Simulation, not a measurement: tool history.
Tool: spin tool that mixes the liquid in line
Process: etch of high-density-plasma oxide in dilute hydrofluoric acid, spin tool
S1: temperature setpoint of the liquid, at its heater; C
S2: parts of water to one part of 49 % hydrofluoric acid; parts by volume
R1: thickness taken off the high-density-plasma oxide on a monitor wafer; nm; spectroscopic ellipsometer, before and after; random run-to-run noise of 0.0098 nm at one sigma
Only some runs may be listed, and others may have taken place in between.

Run 1, hour 0: S1 22 C, S2 145 parts by volume, time under the liquid (s) 50. Result: R1 2.2204 nm.
Run 2, hour 1.6: S1 22 C, S2 95 parts by volume, time under the liquid (s) 50. Result: R1 3.5334 nm.
Run 3, hour 9.5: S1 21 C, S2 95 parts by volume, time under the liquid (s) 50. Result: R1 3.4439 nm.
Run 4, hour 16.4: S1 21 C, S2 95 parts by volume, time under the liquid (s) 30. Result: R1 2.0598 nm.
Run 5, hour 25.4: S1 21 C, S2 115 parts by volume, time under the liquid (s) 30. Result: R1 1.6543 nm.
Run 6, hour 31.4: S1 20.5 C, S2 115 parts by volume, time under the liquid (s) 30. Result: R1 1.6512 nm.
Run 7, hour 35.5: S1 17 C, S2 125 parts by volume, time under the liquid (s) 30. Result: R1 1.2976 nm.
Run 8, hour 37.8: S1 17.5 C, S2 125 parts by volume, time under the liquid (s) 30. Result: R1 1.3012 nm.
Run 9, hour 41.8: S1 18 C, S2 125 parts by volume, time under the liquid (s) 30. Result: R1 1.3419 nm.

For run 10, what comes out?
Run 10, hour 45.4: S1 18.5 C, S2 125 parts by volume, time under the liquid (s) 30. Result: R1 ?.

{"run 10": {"R1": 1.3731}}
